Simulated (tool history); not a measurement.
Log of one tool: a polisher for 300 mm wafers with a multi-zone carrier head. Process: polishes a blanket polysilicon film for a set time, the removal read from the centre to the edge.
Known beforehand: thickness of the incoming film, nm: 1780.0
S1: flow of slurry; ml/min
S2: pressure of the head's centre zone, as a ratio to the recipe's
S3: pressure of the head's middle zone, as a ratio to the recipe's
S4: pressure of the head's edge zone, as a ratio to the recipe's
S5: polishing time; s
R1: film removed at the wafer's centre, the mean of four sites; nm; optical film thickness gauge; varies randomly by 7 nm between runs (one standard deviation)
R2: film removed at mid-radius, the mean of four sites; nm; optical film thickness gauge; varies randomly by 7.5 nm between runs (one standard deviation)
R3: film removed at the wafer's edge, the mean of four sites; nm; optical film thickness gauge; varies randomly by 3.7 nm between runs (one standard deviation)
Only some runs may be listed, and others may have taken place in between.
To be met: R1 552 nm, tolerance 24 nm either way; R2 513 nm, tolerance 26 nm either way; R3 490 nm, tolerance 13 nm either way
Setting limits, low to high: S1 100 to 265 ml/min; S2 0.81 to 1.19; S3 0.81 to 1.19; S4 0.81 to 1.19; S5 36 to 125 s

run 1 day=0 | S1=170 S2=1 S3=1 S4=1 S5=80 | R1=427.66 R2=417.5 R3=404.9
run 2 day=0.092 | S1=190 S2=1 S3=1 S4=1 S5=80 | R1=419.87 R2=432.59 R3=404.5
run 3 day=0.358 | S1=190 S2=1.03 S3=1.01 S4=1.02 S5=82 | R1=462.48 R2=443.3 R3=424.65
run 4 day=0.388 | S1=190 S2=1.03 S3=1.04 S4=1.02 S5=82 | R1=451.23 R2=460.53 R3=421.68
run 5 day=0.458 | S1=190 S2=1.03 S3=1.04 S4=1.07 S5=82 | R1=448.2 R2=458.74 R3=427.69
run 6 day=0.733 | S1=190 S2=1.03 S3=1.04 S4=1.02 S5=82 | R1=458.07 R2=464.56 R3=427.07
run 7 day=0.775 | S1=190 S2=1.05 S3=1.04 S4=1.04 S5=84 | R1=481.06 R2=459.55 R3=441.08
run 8 day=1 | S1=195 S2=1.06 S3=1.05 S4=1.05 S5=85 | R1=495 R2=478.54 R3=438.91
run 9 day=1.092 | S1=195 S2=1.06 S3=1.05 S4=1.06 S5=87 | R1=483.55 R2=479.28 R3=456.03
run 10 day=1.192 | S1=200 S2=1.08 S3=1.06 S4=1.06 S5=88 | R1=515.19 R2=485.45 R3=467.7
run 11 day=1.271 | S1=205 S2=1.09 S3=1.07 S4=1.06 S5=88 | R1=527.21 R2=494.81 R3=468.6
run 12 day=1.579 | S1=210 S2=1.09 S3=1.07 S4=1.07 S5=88 | R1=525.02 R2=502.8 R3=474.71
run 13 day=1.888 | S1=215 S2=1.1 S3=1.07 S4=1.07 S5=88 | R1=521.32 R2=500.01 R3=469.06

Of the 5 settings listed for the next run, only one would bring every result within its allowed miss of target. Which one?
run A day=2.196 | S1=210 S2=1.02 S3=1.03 S4=1.14 S5=91 | R1=? R2=? R3=?
run B day=2.196 | S1=245 S2=1.11 S3=1.05 S4=1.1 S5=90 | R1=? R2=? R3=?
run C day=2.196 | S1=165 S2=1.05 S3=1.04 S4=1.15 S5=89 | R1=? R2=? R3=?
run D day=2.196 | S1=170 S2=1.12 S3=1.06 S4=1.08 S5=84 | R1=? R2=? R3=?
run E day=2.196 | S1=210 S2=1.12 S3=1.13 S4=0.95 S5=86 | R1=? R2=? R3=?

move=A R1=510.15 R2=497.18 R3=499.41
move=B R1=561.92 R2=509.75 R3=492.27
move=C R1=491.98 R2=471.61 R3=476.79
move=D R1=498.57 R2=454.68 R3=437.42
move=E R1=530.11 R2=508.42 R3=430.85
A: the furthest-off result lands on target, but another misses its tolerance
B: hits every target within its allowed miss
C: lands further from the targets than the last run did
D: lands further from the targets than the last run did
E: lands further from the targets than the last run did
Move B is the one to make.
